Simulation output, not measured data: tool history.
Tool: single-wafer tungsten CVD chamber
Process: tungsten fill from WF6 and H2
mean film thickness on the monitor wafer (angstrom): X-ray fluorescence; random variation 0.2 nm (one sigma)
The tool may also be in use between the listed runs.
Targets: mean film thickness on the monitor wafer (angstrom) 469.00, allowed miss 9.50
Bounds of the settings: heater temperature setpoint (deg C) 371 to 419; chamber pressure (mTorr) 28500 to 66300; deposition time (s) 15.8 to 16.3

run,day,heater temperature setpoint (deg C),chamber pressure (mTorr),deposition time (s),mean film thickness on the monitor wafer (angstrom)
1,0.000,395,47400,15.8,511.90
2,0.192,400,47400,15.8,560.04
3,0.396,400,41800,15.8,535.59
4,0.538,400,41800,16.3,555.07
5,0.571,406,41800,16.3,607.16
6,0.696,414,41800,16.3,685.10
7,1.000,402,40300,16.3,565.83
8,1.129,399,40100,16.3,536.21

Which of these 5 next moves meets every target?
A,1.258,389,37700,16.3,?
B,1.258,387,46500,15.8,?
C,1.258,397,39900,15.8,?
D,1.258,393,36900,16.2,?
E,1.258,395,35600,16.3,?

move,mean film thickness on the monitor wafer (angstrom)
A,443.53
B,445.32
C,500.37
D,468.10
E,481.27
A: takes the result that was furthest off past its target
B: takes the result that was furthest off past its target
C: nearer than the last run, and not there yet
D: meets every target
E: nearer than the last run, and not there yet
Answer: D
